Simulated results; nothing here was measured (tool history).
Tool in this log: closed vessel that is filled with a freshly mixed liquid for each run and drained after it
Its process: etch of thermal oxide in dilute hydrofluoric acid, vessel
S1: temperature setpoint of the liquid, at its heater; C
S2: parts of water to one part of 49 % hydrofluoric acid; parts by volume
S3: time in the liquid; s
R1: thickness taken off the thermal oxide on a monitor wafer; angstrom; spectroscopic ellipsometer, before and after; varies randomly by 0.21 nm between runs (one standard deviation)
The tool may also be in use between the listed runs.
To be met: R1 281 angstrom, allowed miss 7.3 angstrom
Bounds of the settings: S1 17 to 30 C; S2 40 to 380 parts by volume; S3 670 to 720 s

run	hour	S1	S2	S3	R1
1	0	22	210	670	122.87
2	8.8	23	195	670	139.1
3	17	24	185	670	154.54
4	19.2	24	225	670	122.38
5	19.9	25.5	225	670	129.24
6	22.4	26	210	670	142.18
7	23.4	26.5	195	670	159.82
8	29.5	27	185	670	175.12
9	36	30	115	670	339.86
10	37.7	29.5	115	670	333.73
11	40.3	25.5	120	670	269.59

Which single option among these 4 for the next run brings every result within its allowed miss of target? Just one does.
A	42.9	25	125	690	?
B	42.9	27	140	720	?
C	42.9	29	130	670	?
D	42.9	25	125	705	?

move	R1
A	265.53
B	262.03
C	286.48
D	271.3
A: moves away from the targets compared with the last run
B: moves away from the targets compared with the last run
C: meets every target
D: closes in on the targets versus the last run, not all within tolerance yet
The right move is C.

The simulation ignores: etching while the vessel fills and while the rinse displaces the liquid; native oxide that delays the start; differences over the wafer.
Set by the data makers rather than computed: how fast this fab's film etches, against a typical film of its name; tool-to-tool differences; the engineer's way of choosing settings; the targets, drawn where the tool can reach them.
